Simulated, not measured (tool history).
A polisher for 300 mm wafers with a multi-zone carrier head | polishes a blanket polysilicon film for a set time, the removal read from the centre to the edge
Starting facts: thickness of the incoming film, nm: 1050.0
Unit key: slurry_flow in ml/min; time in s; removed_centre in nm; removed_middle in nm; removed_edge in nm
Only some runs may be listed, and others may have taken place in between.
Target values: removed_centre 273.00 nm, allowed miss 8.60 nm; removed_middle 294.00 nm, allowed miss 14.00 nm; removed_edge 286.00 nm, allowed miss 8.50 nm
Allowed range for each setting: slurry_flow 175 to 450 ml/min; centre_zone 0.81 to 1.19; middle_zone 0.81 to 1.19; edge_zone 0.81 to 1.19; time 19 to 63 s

run 1 day=0.000 | slurry_flow=290 centre_zone=1.00 middle_zone=1.00 edge_zone=1.00 time=41 | removed_centre=311.58 removed_middle=310.50 removed_edge=309.96
run 2 day=0.183 | slurry_flow=220 centre_zone=1.00 middle_zone=1.00 edge_zone=1.00 time=41 | removed_centre=298.13 removed_middle=300.99 removed_edge=303.32
run 3 day=0.546 | slurry_flow=220 centre_zone=1.00 middle_zone=1.09 edge_zone=1.00 time=41 | removed_centre=295.64 removed_middle=324.51 removed_edge=300.85
run 4 day=0.896 | slurry_flow=255 centre_zone=1.00 middle_zone=1.09 edge_zone=1.00 time=41 | removed_centre=308.08 removed_middle=340.40 removed_edge=311.61
run 5 day=1.050 | slurry_flow=240 centre_zone=0.99 middle_zone=1.07 edge_zone=0.99 time=41 | removed_centre=295.93 removed_middle=321.94 removed_edge=305.27
run 6 day=1.200 | slurry_flow=240 centre_zone=0.99 middle_zone=1.07 edge_zone=0.92 time=41 | removed_centre=299.53 removed_middle=321.52 removed_edge=294.94
run 7 day=1.350 | slurry_flow=230 centre_zone=0.98 middle_zone=1.06 edge_zone=0.92 time=41 | removed_centre=291.47 removed_middle=324.28 removed_edge=293.46
run 8 day=1.379 | slurry_flow=220 centre_zone=0.97 middle_zone=1.04 edge_zone=0.92 time=41 | removed_centre=286.59 removed_middle=312.74 removed_edge=294.16
run 9 day=1.612 | slurry_flow=215 centre_zone=0.97 middle_zone=1.03 edge_zone=0.92 time=41 | removed_centre=289.67 removed_middle=311.55 removed_edge=291.31
run 10 day=1.896 | slurry_flow=210 centre_zone=0.96 middle_zone=1.02 edge_zone=0.92 time=41 | removed_centre=285.80 removed_middle=303.67 removed_edge=291.77
run 11 day=1.983 | slurry_flow=205 centre_zone=0.95 middle_zone=1.02 edge_zone=0.92 time=41 | removed_centre=284.15 removed_middle=309.41 removed_edge=292.09
run 12 day=2.358 | slurry_flow=205 centre_zone=0.95 middle_zone=1.02 edge_zone=0.92 time=41 | removed_centre=283.67 removed_middle=307.49 removed_edge=293.21

Below are 5 possible settings for the next run. Only one of them brings all results inside the allowed miss of their targets. Which is it?
run A day=2.733 | slurry_flow=330 centre_zone=0.95 middle_zone=0.93 edge_zone=0.94 time=40 | removed_centre=? removed_middle=? removed_edge=?
run B day=2.733 | slurry_flow=230 centre_zone=0.97 middle_zone=0.98 edge_zone=0.87 time=41 | removed_centre=? removed_middle=? removed_edge=?
run C day=2.733 | slurry_flow=220 centre_zone=0.99 middle_zone=0.97 edge_zone=0.91 time=41 | removed_centre=? removed_middle=? removed_edge=?
run D day=2.733 | slurry_flow=180 centre_zone=0.94 middle_zone=1.00 edge_zone=0.93 time=41 | removed_centre=? removed_middle=? removed_edge=?
run E day=2.733 | slurry_flow=220 centre_zone=0.89 middle_zone=1.11 edge_zone=0.91 time=43 | removed_centre=? removed_middle=? removed_edge=?

move=A removed_centre=290.99 removed_middle=288.43 removed_edge=293.33
move=B removed_centre=292.91 removed_middle=298.07 removed_edge=282.24
move=C removed_centre=297.25 removed_middle=293.93 removed_edge=287.01
move=D removed_centre=274.14 removed_middle=293.91 removed_edge=284.29
move=E removed_centre=280.29 removed_middle=345.84 removed_edge=300.45
A: the biggest miss grows against the last run
B: the biggest miss grows against the last run
C: the biggest miss grows against the last run
D: in spec on every target
E: the worst result of the last run now meets its target, but another is out of spec
Go with D: it meets all targets.

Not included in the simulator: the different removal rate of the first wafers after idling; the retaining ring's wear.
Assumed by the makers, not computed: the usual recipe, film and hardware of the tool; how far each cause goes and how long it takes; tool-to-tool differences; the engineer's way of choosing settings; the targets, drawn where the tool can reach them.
